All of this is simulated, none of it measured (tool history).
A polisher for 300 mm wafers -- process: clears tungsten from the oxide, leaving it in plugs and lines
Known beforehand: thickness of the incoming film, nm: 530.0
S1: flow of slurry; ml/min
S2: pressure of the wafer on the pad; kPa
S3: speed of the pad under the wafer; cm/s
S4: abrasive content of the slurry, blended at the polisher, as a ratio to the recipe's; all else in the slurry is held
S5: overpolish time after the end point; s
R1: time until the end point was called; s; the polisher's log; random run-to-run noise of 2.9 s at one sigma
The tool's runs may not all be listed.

Run 1, hour 0.0: S1 220 ml/min, S2 22.1 kPa, S3 110 cm/s, S4 1.0, S5 2 s. Result: R1 111.90 s.
Run 2, hour 1.6: S1 220 ml/min, S2 20.7 kPa, S3 110 cm/s, S4 1.0, S5 2 s. Result: R1 122.43 s.
Run 3, hour 7.8: S1 220 ml/min, S2 20.0 kPa, S3 110 cm/s, S4 1.0, S5 2 s. Result: R1 123.70 s.
Run 4, hour 10.3: S1 185 ml/min, S2 20.0 kPa, S3 110 cm/s, S4 1.0, S5 2 s. Result: R1 126.77 s.
Run 5, hour 16.1: S1 185 ml/min, S2 19.3 kPa, S3 110 cm/s, S4 1.0, S5 2 s. Result: R1 128.08 s.
Run 6, hour 21.7: S1 185 ml/min, S2 18.6 kPa, S3 110 cm/s, S4 1.0, S5 2 s. Result: R1 138.81 s.
Run 7, hour 25.0: S1 185 ml/min, S2 17.9 kPa, S3 110 cm/s, S4 1.0, S5 2 s. Result: R1 140.65 s.
At hour 29.0: head pressure recalibrated.
Run 8, hour 29.0: S1 185 ml/min, S2 17.2 kPa, S3 110 cm/s, S4 1.0, S5 2 s. Result: R1 138.96 s.

The next listed run, before its measurement:
Run 9, hour 32.8: S1 185 ml/min, S2 16.5 kPa, S3 110 cm/s, S4 1.0, S5 2 s. Result: R1 ?.

{"run 9": {"R1": 145.83}}
